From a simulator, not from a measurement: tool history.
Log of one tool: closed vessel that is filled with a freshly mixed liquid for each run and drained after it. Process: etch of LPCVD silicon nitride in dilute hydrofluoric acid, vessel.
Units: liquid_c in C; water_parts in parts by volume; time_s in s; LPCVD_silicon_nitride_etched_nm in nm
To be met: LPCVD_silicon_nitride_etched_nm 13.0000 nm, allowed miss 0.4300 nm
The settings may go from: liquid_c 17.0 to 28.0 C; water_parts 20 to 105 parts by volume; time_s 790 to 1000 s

run	day	liquid_c	water_parts	time_s	LPCVD_silicon_nitride_etched_nm
1	0.000	20.0	55	1000	7.9577
2	0.142	22.0	55	1000	9.1191
3	0.421	22.0	70	1000	7.2209
4	0.650	20.0	70	1000	6.3635
5	1.012	22.5	65	1000	8.0189
6	1.296	22.5	85	1000	6.1379
7	1.554	24.5	75	1000	8.0650
8	1.608	25.5	70	1000	9.2565
9	1.817	26.5	65	1000	10.6980
10	2.079	27.0	65	1000	10.9000
11	2.142	27.5	65	1000	11.2620

4 next moves are on the table. One of them brings every result within its allowed miss. Which?
A	2.204	26.0	45	815	?
B	2.204	27.5	60	860	?
C	2.204	27.0	55	950	?
D	2.204	28.0	55	945	?

move	LPCVD_silicon_nitride_etched_nm
A	12.0590
B	10.5840
C	12.3300
D	13.0960
A: nearer than the last run, and not there yet
B: further off than the last run
C: nearer than the last run, and not there yet
D: meets every target
The right move is D.
